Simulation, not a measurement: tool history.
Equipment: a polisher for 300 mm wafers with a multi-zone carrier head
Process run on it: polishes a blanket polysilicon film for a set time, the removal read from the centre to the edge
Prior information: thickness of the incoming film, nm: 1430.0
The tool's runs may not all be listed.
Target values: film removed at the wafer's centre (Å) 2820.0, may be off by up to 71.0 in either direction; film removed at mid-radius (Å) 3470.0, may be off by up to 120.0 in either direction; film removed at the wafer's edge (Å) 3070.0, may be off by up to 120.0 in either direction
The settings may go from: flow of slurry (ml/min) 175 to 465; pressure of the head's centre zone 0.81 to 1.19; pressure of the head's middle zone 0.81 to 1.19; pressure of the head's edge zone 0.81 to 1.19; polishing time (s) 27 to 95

| run | hour | flow of slurry (ml/min) | pressure of the head's centre zone | pressure of the head's middle zone | pressure of the head's edge zone | polishing time (s) | film removed at the wafer's centre (Å) | film removed at mid-radius (Å) | film removed at the wafer's edge (Å) |
|---|---|---|---|---|---|---|---|---|---|
| 1 | 0.0 | 295 | 1.00 | 1.00 | 1.00 | 61 | 4948.2 | 4881.8 | 5079.4 |
| 2 | 1.2 | 230 | 1.00 | 1.00 | 1.00 | 61 | 4812.5 | 4821.8 | 4902.8 |
| 3 | 8.8 | 305 | 1.00 | 1.00 | 1.00 | 61 | 4980.9 | 4910.7 | 4984.0 |
| 4 | 11.7 | 305 | 1.00 | 0.93 | 1.00 | 61 | 4938.9 | 4720.7 | 4961.6 |
| 5 | 13.5 | 305 | 1.00 | 0.93 | 1.00 | 50 | 4078.1 | 3809.8 | 4188.4 |
| 6 | 20.5 | 305 | 1.00 | 0.93 | 1.00 | 58 | 4688.1 | 4493.4 | 4852.6 |
| 7 | 21.9 | 290 | 0.96 | 0.97 | 0.96 | 54 | 4218.7 | 4238.4 | 4373.3 |
| 8 | 27.0 | 275 | 0.93 | 1.00 | 0.93 | 51 | 3796.6 | 4161.2 | 4030.8 |
| 9 | 28.5 | 270 | 0.92 | 1.00 | 0.91 | 49 | 3615.0 | 4002.4 | 3863.0 |
| 10 | 36.8 | 265 | 0.91 | 1.01 | 0.89 | 47 | 3419.0 | 3860.9 | 3612.5 |
| 11 | 37.9 | 260 | 0.90 | 1.01 | 0.87 | 46 | 3299.4 | 3692.2 | 3465.2 |
| 12 | 42.5 | 235 | 0.81 | 1.07 | 0.81 | 42 | 2645.3 | 3507.9 | 3050.0 |
| 13 | 46.5 | 245 | 0.82 | 1.07 | 0.81 | 42 | 2758.5 | 3578.1 | 3006.2 |
| 14 | 49.7 | 245 | 0.82 | 1.06 | 0.81 | 42 | 2709.2 | 3512.7 | 3085.8 |

Which one of the following 5 next-run settings gets every result inside its allowed miss? There is exactly one.
| A | 52.9 | 225 | 0.86 | 1.16 | 0.86 | 40 | ? | ? | ? |
| B | 52.9 | 300 | 0.81 | 1.07 | 0.89 | 40 | ? | ? | ? |
| C | 52.9 | 235 | 0.83 | 1.06 | 0.81 | 41 | ? | ? | ? |
| D | 52.9 | 240 | 0.83 | 1.12 | 0.83 | 41 | ? | ? | ? |
| E | 52.9 | 255 | 0.86 | 1.06 | 0.84 | 41 | ? | ? | ? |

| move | film removed at the wafer's centre (Å) | film removed at mid-radius (Å) | film removed at the wafer's edge (Å) |
|---|---|---|---|
| A | 2704.4 | 3607.6 | 3013.9 |
| B | 2649.7 | 3493.2 | 3151.4 |
| C | 2691.6 | 3445.6 | 3027.1 |
| D | 2701.7 | 3622.4 | 3064.0 |
| E | 2824.5 | 3483.6 | 3101.8 |
A: as far off as the last run
B: lands further from the targets than the last run did
C: lands further from the targets than the last run did
D: lands further from the targets than the last run did
E: every result within its allowed miss
Correct choice: E, which meets every target
